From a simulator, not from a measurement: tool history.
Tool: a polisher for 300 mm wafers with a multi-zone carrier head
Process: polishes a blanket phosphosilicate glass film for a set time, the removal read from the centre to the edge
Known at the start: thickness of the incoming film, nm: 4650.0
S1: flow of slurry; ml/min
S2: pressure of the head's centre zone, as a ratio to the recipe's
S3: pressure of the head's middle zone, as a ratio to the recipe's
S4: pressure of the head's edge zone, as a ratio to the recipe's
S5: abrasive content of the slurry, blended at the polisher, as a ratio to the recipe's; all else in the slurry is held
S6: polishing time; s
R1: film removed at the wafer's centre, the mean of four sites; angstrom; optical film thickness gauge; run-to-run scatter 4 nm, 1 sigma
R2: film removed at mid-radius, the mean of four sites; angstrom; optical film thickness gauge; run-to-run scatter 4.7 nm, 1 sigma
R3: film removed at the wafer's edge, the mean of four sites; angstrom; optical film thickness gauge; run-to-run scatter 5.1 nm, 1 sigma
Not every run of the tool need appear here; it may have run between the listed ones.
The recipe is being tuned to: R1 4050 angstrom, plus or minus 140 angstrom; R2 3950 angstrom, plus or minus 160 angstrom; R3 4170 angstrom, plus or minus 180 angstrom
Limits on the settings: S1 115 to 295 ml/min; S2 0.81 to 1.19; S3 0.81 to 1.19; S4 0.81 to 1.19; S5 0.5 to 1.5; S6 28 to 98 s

run,hour,S1,S2,S3,S4,S5,S6,R1,R2,R3
1,0,190,1,1,1,1,63,4866.2,5084.6,5239.3
2,1.5,220,1,1,1,1,63,5125.6,5064.5,5286.5
3,3.6,220,1,1.08,1,1,63,5087.1,5499.8,5343.4
4,9.2,215,0.99,1.04,0.98,0.95,63,4833.4,5211.6,5108.9
5,15.8,215,0.99,1,0.96,0.9,63,4854.9,4882.4,4808.9
6,20.2,205,0.98,0.97,0.96,0.85,63,4473.2,4592.9,4815.2
7,28.2,200,0.98,0.95,0.94,0.85,63,4482.8,4397.9,4587.2
8,37.2,190,0.98,0.94,0.93,0.85,63,4479.7,4434.6,4588.5
9,40.7,185,0.97,0.92,0.92,0.85,63,4353.8,4249.7,4550.3
10,41.8,180,0.97,0.91,0.91,0.85,63,4302.5,4140.4,4554.6
# hour 49.3: slurry nozzle cleaned
11,49.3,175,0.97,0.91,0.89,0.85,63,4771.5,4514.6,4700.2

5 candidate next runs follow, results not yet known. Just one meets every target within its allowed miss. Identify it.
A,56.8,215,1.01,0.86,0.85,1.15,48,?,?,?
B,56.8,120,0.95,0.89,0.84,1.05,55,?,?,?
C,56.8,165,0.94,0.99,0.84,0.75,61,?,?,?
D,56.8,175,1.03,0.81,0.91,1,63,?,?,?
E,56.8,160,0.97,0.92,0.91,0.8,63,?,?,?

move,R1,R2,R3
A,4415.9,3988,4210.7
B,3986,4000,4222.7
C,4053.6,4446.1,4193.4
D,5351.6,4529.8,5231.4
E,4436.1,4437.4,4628.1
A: gains on the last run, yet a result remains outside its allowed miss
B: every result within its allowed miss
C: gets the furthest-off result to its target, but another result is out of tolerance
D: the biggest miss grows against the last run
E: gains on the last run, yet a result remains outside its allowed miss
So the answer is move B, the one that meets all the targets.

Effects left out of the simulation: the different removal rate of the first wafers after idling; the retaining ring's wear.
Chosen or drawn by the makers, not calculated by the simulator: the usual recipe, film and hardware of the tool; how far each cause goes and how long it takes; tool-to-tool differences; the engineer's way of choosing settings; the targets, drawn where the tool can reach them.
